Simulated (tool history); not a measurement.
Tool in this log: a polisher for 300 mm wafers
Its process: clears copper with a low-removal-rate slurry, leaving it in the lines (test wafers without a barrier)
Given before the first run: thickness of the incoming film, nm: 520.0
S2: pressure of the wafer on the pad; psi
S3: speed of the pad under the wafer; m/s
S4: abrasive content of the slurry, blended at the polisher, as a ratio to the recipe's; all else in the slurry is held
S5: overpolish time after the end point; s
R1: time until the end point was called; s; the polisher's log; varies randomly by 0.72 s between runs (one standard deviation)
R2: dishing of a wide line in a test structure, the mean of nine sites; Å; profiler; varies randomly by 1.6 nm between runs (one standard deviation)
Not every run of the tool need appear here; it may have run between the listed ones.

Run 1, day 0: flow of slurry (ml/min) 300, S2 4 psi, S3 1.32 m/s, S4 1, S5 17 s. Result: R1 83.524 s, R2 602.33 Å.
Run 2, day 0.333: flow of slurry (ml/min) 300, S2 4.8 psi, S3 1.32 m/s, S4 1, S5 17 s. Result: R1 73.113 s, R2 652.39 Å.
Run 3, day 0.354: flow of slurry (ml/min) 230, S2 4.8 psi, S3 1.32 m/s, S4 1, S5 17 s. Result: R1 74.889 s, R2 645.3 Å.
Run 4, day 0.558: flow of slurry (ml/min) 230, S2 4.8 psi, S3 1.44 m/s, S4 1, S5 17 s. Result: R1 70.321 s, R2 692.09 Å.
Run 5, day 0.788: flow of slurry (ml/min) 230, S2 5 psi, S3 1.46 m/s, S4 1, S5 18 s. Result: R1 64.82 s, R2 745.64 Å.
Run 6, day 1.008: flow of slurry (ml/min) 230, S2 5 psi, S3 1.46 m/s, S4 0.9, S5 18 s. Result: R1 68.167 s, R2 717.94 Å.
Run 7, day 1.038: flow of slurry (ml/min) 230, S2 5.2 psi, S3 1.46 m/s, S4 0.9, S5 19 s. Result: R1 66.1 s, R2 751.53 Å.
Run 8, day 1.067: flow of slurry (ml/min) 230, S2 5.2 psi, S3 1.46 m/s, S4 0.9, S5 19 s. Result: R1 65.477 s, R2 761.03 Å.
Run 9, day 1.354: flow of slurry (ml/min) 230, S2 5.3 psi, S3 1.46 m/s, S4 0.9, S5 20 s. Result: R1 66.662 s, R2 782.69 Å.
Run 10, day 1.571: flow of slurry (ml/min) 230, S2 5.3 psi, S3 1.46 m/s, S4 0.9, S5 20 s. Result: R1 64.584 s, R2 793.8 Å.
Run 11, day 1.817: flow of slurry (ml/min) 230, S2 5.4 psi, S3 1.46 m/s, S4 0.9, S5 21 s. Result: R1 63.384 s, R2 824 Å.
Run 12, day 2.179: flow of slurry (ml/min) 230, S2 5.5 psi, S3 1.46 m/s, S4 0.9, S5 22 s. Result: R1 61.811 s, R2 835.29 Å.

What will run 13 give?
Run 13, day 2.438: flow of slurry (ml/min) 230, S2 5.6 psi, S3 1.48 m/s, S4 0.9, S5 23 s. Result: R1 ?, R2 ?.

{"run 13": {"R1": 61.674, "R2": 876.11}}
